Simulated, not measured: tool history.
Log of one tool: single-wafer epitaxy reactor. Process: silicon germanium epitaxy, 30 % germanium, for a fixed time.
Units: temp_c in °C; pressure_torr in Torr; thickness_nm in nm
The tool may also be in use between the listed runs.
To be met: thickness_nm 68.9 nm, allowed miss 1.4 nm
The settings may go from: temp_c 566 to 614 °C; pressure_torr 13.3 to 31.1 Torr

run	hour	temp_c	pressure_torr	thickness_nm
1	0	590	22.2	47.356
2	1	590	25.1	49.897
3	7	590	22.7	48.279
4	11	590	20.5	46.168
5	11.9	595	20.5	50.509
6	13.6	599	20.5	55.58
7	22.4	601	20.5	57.404
8	31.1	603	20.5	59.987
9	32	604	20.5	60.785
10	33.3	605	20.5	62.159
11	33.9	605	20.5	62.513
12	37.1	606	20.5	63.801
13	44.5	607	20.5	65.054
14	50.4	608	20.5	66.214

4 next moves are on the table. One of them brings every result within its allowed miss. Which?
A	56.3	604	23.2	?
B	56.3	605	23.8	?
C	56.3	608	20.1	?
D	56.3	609	21.5	?

move	thickness_nm
A	64.224
B	66.206
C	65.578
D	68.758
A: further off than the last run
B: as far off as the last run
C: further off than the last run
D: meets every target
Answer: D
